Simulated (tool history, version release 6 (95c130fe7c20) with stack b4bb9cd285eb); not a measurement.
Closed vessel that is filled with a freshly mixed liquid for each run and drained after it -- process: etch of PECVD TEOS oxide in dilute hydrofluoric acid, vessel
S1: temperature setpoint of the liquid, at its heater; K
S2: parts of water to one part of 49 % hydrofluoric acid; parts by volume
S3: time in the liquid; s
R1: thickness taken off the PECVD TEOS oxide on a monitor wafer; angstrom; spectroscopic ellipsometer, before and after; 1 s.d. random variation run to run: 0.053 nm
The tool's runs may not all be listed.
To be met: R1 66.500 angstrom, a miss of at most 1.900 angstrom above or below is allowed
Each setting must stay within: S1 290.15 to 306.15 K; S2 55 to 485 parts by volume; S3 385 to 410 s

{"run": 1, "hour": 0.0, "S1": 298.15, "S2": 270, "S3": 385, "R1": 103.97}
{"run": 2, "hour": 2.5, "S1": 299.65, "S2": 270, "S3": 385, "R1": 109.68}
{"run": 3, "hour": 7.0, "S1": 296.65, "S2": 270, "S3": 385, "R1": 100.47}
{"run": 4, "hour": 14.5, "S1": 296.65, "S2": 270, "S3": 385, "R1": 100.11}
{"run": 5, "hour": 20.6, "S1": 296.65, "S2": 270, "S3": 385, "R1": 98.792}
{"hour": 28.3, "done": "hydrofluoric acid flow meter replaced"}
{"run": 6, "hour": 28.3, "S1": 296.65, "S2": 270, "S3": 385, "R1": 107.64}
{"run": 7, "hour": 30.1, "S1": 296.65, "S2": 270, "S3": 385, "R1": 108.94}
{"run": 8, "hour": 38.8, "S1": 296.65, "S2": 280, "S3": 385, "R1": 105.18}
{"run": 9, "hour": 44.6, "S1": 296.65, "S2": 300, "S3": 385, "R1": 96.021}
{"run": 10, "hour": 45.4, "S1": 296.15, "S2": 310, "S3": 385, "R1": 90.03}
{"run": 11, "hour": 52.3, "S1": 295.65, "S2": 315, "S3": 385, "R1": 87.886}

Exactly one of the 4 candidate moves below puts every result within its allowed miss. Which one?
{"run": "A", "hour": 59.2, "S1": 293.65, "S2": 290, "S3": 410, "R1": "?"}
{"run": "B", "hour": 59.2, "S1": 298.65, "S2": 300, "S3": 390, "R1": "?"}
{"run": "C", "hour": 59.2, "S1": 297.15, "S2": 360, "S3": 385, "R1": "?"}
{"run": "D", "hour": 59.2, "S1": 291.65, "S2": 345, "S3": 385, "R1": "?"}

move=A R1=95.616
move=B R1=103.880
move=C R1=76.672
move=D R1=66.890
A: misses by more than the last run did
B: misses by more than the last run did
C: nearer than the last run, and not there yet
D: every result within its allowed miss
The right move is D.

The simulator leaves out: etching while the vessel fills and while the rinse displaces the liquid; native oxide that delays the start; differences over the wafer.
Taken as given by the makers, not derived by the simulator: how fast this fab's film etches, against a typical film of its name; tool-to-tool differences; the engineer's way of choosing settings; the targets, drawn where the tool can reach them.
